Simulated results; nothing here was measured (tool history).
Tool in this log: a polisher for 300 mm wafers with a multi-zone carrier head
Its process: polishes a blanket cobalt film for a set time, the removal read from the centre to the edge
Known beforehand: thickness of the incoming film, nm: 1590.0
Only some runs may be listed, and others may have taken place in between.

| run | day | flow of slurry (ml/min) | pressure of the head's centre zone | pressure of the head's middle zone | pressure of the head's edge zone | polishing time (s) | film removed at the wafer's centre (nm) | film removed at mid-radius (nm) | film removed at the wafer's edge (nm) |
|---|---|---|---|---|---|---|---|---|---|
| 1 | 0.000 | 185 | 1.00 | 1.00 | 1.00 | 83 | 284.09 | 283.19 | 289.14 |
| 2 | 0.212 | 185 | 1.00 | 1.00 | 1.00 | 97 | 327.72 | 333.04 | 335.49 |
| 3 | 0.283 | 175 | 0.99 | 0.99 | 0.98 | 89 | 303.90 | 292.60 | 308.27 |
| 4 | 0.412 | 175 | 0.99 | 0.99 | 0.98 | 75 | 261.99 | 253.75 | 254.43 |
| 5 | 0.571 | 175 | 0.99 | 0.99 | 0.98 | 85 | 281.30 | 283.01 | 291.75 |
| 6 | 0.767 | 175 | 0.99 | 1.04 | 0.98 | 85 | 286.27 | 291.90 | 290.51 |

Expected results for the next run?
| 7 | 0.896 | 165 | 0.98 | 1.04 | 0.96 | 79 | ? | ? | ? |

For run 7 the tool returned film removed at the wafer's centre (nm) 260.69, film removed at mid-radius (nm) 279.13, film removed at the wafer's edge (nm) 266.91.
